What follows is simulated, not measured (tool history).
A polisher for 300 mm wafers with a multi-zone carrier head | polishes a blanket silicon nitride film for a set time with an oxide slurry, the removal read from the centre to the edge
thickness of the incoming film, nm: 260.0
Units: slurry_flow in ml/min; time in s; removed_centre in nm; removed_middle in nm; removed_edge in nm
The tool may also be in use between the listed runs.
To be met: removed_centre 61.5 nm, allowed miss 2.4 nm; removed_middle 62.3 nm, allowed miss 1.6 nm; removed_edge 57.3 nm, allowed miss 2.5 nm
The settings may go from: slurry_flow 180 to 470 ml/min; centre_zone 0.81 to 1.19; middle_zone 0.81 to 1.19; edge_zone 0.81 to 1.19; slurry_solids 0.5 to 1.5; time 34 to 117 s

Run 1, hour 0: slurry_flow 300 ml/min, centre_zone 1, middle_zone 1, edge_zone 1, slurry_solids 1, time 75 s. Result: removed_centre 46.267 nm, removed_middle 50.088 nm, removed_edge 49.162 nm.
Run 2, hour 1.7: slurry_flow 235 ml/min, centre_zone 1, middle_zone 1, edge_zone 1, slurry_solids 1, time 75 s. Result: removed_centre 45.618 nm, removed_middle 48.23 nm, removed_edge 48.511 nm.
Run 3, hour 4.1: slurry_flow 235 ml/min, centre_zone 1, middle_zone 1, edge_zone 1.07, slurry_solids 1, time 75 s. Result: removed_centre 45.208 nm, removed_middle 48.399 nm, removed_edge 49.346 nm.
Run 4, hour 5.1: slurry_flow 255 ml/min, centre_zone 1.05, middle_zone 1.03, edge_zone 1.08, slurry_solids 1.1, time 75 s. Result: removed_centre 50.343 nm, removed_middle 53.527 nm, removed_edge 53.11 nm.
Run 5, hour 6.7: slurry_flow 255 ml/min, centre_zone 1.13, middle_zone 1.03, edge_zone 1.08, slurry_solids 1.1, time 75 s. Result: removed_centre 52.391 nm, removed_middle 53.175 nm, removed_edge 53.523 nm.
At hour 7.3: centre zone pressure recalibrated.
Run 6, hour 7.3: slurry_flow 280 ml/min, centre_zone 1.15, middle_zone 1.04, edge_zone 1.05, slurry_solids 1.15, time 75 s. Result: removed_centre 59.228 nm, removed_middle 55.063 nm, removed_edge 54.58 nm.
Run 7, hour 16: slurry_flow 305 ml/min, centre_zone 1.14, middle_zone 1.07, edge_zone 1.06, slurry_solids 1.15, time 75 s. Result: removed_centre 60.766 nm, removed_middle 56.255 nm, removed_edge 54.926 nm.
Run 8, hour 18.7: slurry_flow 295 ml/min, centre_zone 1.12, middle_zone 1.1, edge_zone 1.08, slurry_solids 1.15, time 75 s. Result: removed_centre 58.382 nm, removed_middle 58.086 nm, removed_edge 55.29 nm.
Run 9, hour 24: slurry_flow 305 ml/min, centre_zone 1.12, middle_zone 1.12, edge_zone 1.09, slurry_solids 1.15, time 75 s. Result: removed_centre 58.616 nm, removed_middle 59.198 nm, removed_edge 56.433 nm.

4 next moves are on the table. One of them brings every result within its allowed miss. Which?
Run A, hour 29.3: slurry_flow 325 ml/min, centre_zone 1.18, middle_zone 0.96, edge_zone 1.19, slurry_solids 1.2, time 82 s. Result: removed_centre ?, removed_middle ?, removed_edge ?.
Run B, hour 29.3: slurry_flow 295 ml/min, centre_zone 1.19, middle_zone 1.05, edge_zone 1.06, slurry_solids 1.25, time 72 s. Result: removed_centre ?, removed_middle ?, removed_edge ?.
Run C, hour 29.3: slurry_flow 215 ml/min, centre_zone 1.16, middle_zone 1.17, edge_zone 1.11, slurry_solids 0.95, time 88 s. Result: removed_centre ?, removed_middle ?, removed_edge ?.
Run D, hour 29.3: slurry_flow 340 ml/min, centre_zone 1.12, middle_zone 1.05, edge_zone 1.09, slurry_solids 1.15, time 77 s. Result: removed_centre ?, removed_middle ?, removed_edge ?.

move  removed_centre  removed_middle  removed_edge
   A          70.914          58.741        65.289
   B          63.313          56.208         54.64
   C          63.038          62.888        57.448
   D           62.84          58.522        57.497
A: further off than the last run
B: further off than the last run
C: meets every target
D: further off than the last run
Move C is the one to make.
